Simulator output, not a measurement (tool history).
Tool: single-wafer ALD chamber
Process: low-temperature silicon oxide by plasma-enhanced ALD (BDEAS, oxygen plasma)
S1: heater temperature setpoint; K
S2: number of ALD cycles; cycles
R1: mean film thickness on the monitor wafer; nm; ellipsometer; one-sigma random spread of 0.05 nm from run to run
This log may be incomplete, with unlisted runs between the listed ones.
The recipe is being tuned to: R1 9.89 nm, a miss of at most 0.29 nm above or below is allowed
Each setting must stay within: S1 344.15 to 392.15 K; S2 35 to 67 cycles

run,hour,S1,S2,R1
1,0,368.15,51,7.4604
2,8.8,367.15,53,7.7542
3,17,367.15,48,7.0352
4,23.6,360.15,48,7.2223
5,26.5,364.15,48,7.0454
6,28.9,364.15,45,6.6767
# hour 37.9: thermocouple changed; heater temperature recalibrated
7,37.9,363.15,48,7.2508
8,39.5,352.15,56,8.8029
9,45.3,351.15,57,8.9652

Consider the 4 candidate settings below. Which is the only one whose results all fall within their allowed miss of target?
A,51.1,346.15,58,?
B,51.1,351.15,59,?
C,51.1,348.15,62,?
D,51.1,349.15,66,?

move,R1
A,9.3024
B,9.3008
C,9.8759
D,10.477
A: closes in on the targets versus the last run, not all within tolerance yet
B: closes in on the targets versus the last run, not all within tolerance yet
C: each result inside its tolerance
D: carries the result that was furthest off beyond its target, to the other side
Move C is the one to make.

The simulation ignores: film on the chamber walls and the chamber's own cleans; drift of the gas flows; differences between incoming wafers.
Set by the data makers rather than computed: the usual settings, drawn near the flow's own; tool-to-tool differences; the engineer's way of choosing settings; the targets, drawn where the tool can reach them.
